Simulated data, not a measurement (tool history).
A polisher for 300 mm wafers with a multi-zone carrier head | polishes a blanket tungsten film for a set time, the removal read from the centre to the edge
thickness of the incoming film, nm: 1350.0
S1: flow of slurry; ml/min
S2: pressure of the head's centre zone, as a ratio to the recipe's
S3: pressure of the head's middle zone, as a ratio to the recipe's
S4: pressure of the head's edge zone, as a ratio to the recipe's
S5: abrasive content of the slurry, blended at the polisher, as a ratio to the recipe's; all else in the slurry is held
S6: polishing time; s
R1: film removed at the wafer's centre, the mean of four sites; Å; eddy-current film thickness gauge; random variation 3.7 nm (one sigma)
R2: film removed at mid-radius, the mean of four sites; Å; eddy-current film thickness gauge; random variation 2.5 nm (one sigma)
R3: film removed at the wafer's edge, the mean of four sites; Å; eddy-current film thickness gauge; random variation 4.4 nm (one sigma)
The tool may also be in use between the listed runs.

run	hour	S1	S2	S3	S4	S5	S6	R1	R2	R3
1	0.0	230	1.00	1.00	1.00	1.00	61	3467.0	3553.8	3535.0
2	7.9	225	0.98	0.96	1.01	0.90	60	3283.3	3209.9	3415.8
3	16.8	225	0.98	0.93	1.01	0.90	60	3347.5	3195.4	3527.7
4	17.9	225	0.98	0.93	1.01	0.80	60	3242.2	3051.3	3273.1
5	19.8	220	0.95	0.91	1.02	0.75	60	2993.5	2976.8	3266.5
6	23.2	220	0.95	0.91	1.02	0.75	53	2713.4	2629.0	2898.9

The next listed run, before its measurement:
7	26.8	215	0.95	0.90	1.03	0.75	53	?	?	?

Run 7 gave R1 2619.2 Å, R2 2607.5 Å, R3 2929.0 Å.

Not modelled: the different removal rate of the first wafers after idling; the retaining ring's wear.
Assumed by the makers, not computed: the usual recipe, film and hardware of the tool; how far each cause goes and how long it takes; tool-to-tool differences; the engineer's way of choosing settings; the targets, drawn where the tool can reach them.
